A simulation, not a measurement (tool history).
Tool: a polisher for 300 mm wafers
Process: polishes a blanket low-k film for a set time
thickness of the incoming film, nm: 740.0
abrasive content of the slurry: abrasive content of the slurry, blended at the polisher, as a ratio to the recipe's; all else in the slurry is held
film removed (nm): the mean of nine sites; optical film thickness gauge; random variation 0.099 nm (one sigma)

run  hour  flow of slurry (ml/min)  pressure of the wafer on the pad (psi)  speed of the pad under the wafer (cm/s)  abrasive content of the slurry  polishing time (s)  film removed (nm)
  1     0                      155                                     1.8                                      104                               1                  29             9.0312
  2   6.8                      155                                     1.5                                      104                               1                  29              7.844
  3  11.5                      155                                     1.5                                      104                            0.85                  29             7.4972
  4  19.7                      160                                     1.7                                      104                            0.85                  29             8.2662
  5  28.4                      160                                     1.7                                       86                            0.85                  29             7.3336
  6  29.5                      165                                     1.9                                       86                            0.85                  29             7.9039
  7  36.4                      165                                       2                                       86                            0.85                  29             8.2366
  8  44.7                      165                                     2.1                                       86                            0.85                  29             8.6695
  9  45.5                      170                                     2.2                                       86                            0.85                  29             8.9545
 10  46.7                      170                                     2.2                                       86                            0.85                  29             8.7678
     48.2  -- conditioning disc replaced and pad reconditioned
 11  48.2                      170                                     2.3                                       86                            0.85                  29             11.705
 12  55.3                      150                                     2.2                                       86                            0.85                  29             11.122

Forecast run 13:
 13  60.4                      155                                     2.2                                       86                            0.85                  29                  ?

film removed (nm): 10.948

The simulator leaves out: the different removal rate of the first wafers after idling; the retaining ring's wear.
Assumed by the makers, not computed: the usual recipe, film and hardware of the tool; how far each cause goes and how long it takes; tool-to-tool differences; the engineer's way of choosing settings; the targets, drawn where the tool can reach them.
